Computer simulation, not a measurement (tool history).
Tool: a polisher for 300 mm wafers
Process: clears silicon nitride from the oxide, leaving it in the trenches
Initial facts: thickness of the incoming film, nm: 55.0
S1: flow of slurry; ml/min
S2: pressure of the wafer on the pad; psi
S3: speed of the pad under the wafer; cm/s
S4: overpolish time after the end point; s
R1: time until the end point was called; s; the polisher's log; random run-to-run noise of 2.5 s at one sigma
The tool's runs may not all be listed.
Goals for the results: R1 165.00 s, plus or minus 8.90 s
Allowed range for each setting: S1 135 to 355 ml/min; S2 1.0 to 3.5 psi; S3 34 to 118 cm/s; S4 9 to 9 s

Run 1, day 0.000: S1 225 ml/min, S2 2.2 psi, S3 76 cm/s, S4 9 s. Result: R1 127.11 s.
Run 2, day 0.208: S1 225 ml/min, S2 2.1 psi, S3 76 cm/s, S4 9 s. Result: R1 128.72 s.
Run 3, day 0.421: S1 225 ml/min, S2 2.0 psi, S3 76 cm/s, S4 9 s. Result: R1 136.37 s.
Run 4, day 0.604: S1 225 ml/min, S2 2.0 psi, S3 76 cm/s, S4 9 s. Result: R1 133.88 s.
Run 5, day 0.712: S1 225 ml/min, S2 1.9 psi, S3 76 cm/s, S4 9 s. Result: R1 144.30 s.
Run 6, day 0.962: S1 225 ml/min, S2 1.9 psi, S3 92 cm/s, S4 9 s. Result: R1 118.15 s.
Run 7, day 1.225: S1 225 ml/min, S2 1.8 psi, S3 92 cm/s, S4 9 s. Result: R1 130.76 s.
Run 8, day 1.317: S1 225 ml/min, S2 1.7 psi, S3 92 cm/s, S4 9 s. Result: R1 132.31 s.
Run 9, day 1.629: S1 225 ml/min, S2 1.1 psi, S3 90 cm/s, S4 9 s. Result: R1 209.60 s.
Run 10, day 1.650: S1 225 ml/min, S2 1.2 psi, S3 90 cm/s, S4 9 s. Result: R1 192.00 s.
Run 11, day 1.958: S1 225 ml/min, S2 1.3 psi, S3 90 cm/s, S4 9 s. Result: R1 177.20 s.

Exactly one of the 4 candidate moves below puts every result within its allowed miss. Which one?
Run A, day 2.267: S1 180 ml/min, S2 1.3 psi, S3 76 cm/s, S4 9 s. Result: R1 ?.
Run B, day 2.267: S1 210 ml/min, S2 1.4 psi, S3 78 cm/s, S4 9 s. Result: R1 ?.
Run C, day 2.267: S1 250 ml/min, S2 1.5 psi, S3 72 cm/s, S4 9 s. Result: R1 ?.
Run D, day 2.267: S1 235 ml/min, S2 1.2 psi, S3 106 cm/s, S4 9 s. Result: R1 ?.

move      R1
   A  212.45
   B  189.69
   C  186.88
   D  164.58
A: lands further from the targets than the last run did
B: lands further from the targets than the last run did
C: lands further from the targets than the last run did
D: all results in spec
D meets every target.

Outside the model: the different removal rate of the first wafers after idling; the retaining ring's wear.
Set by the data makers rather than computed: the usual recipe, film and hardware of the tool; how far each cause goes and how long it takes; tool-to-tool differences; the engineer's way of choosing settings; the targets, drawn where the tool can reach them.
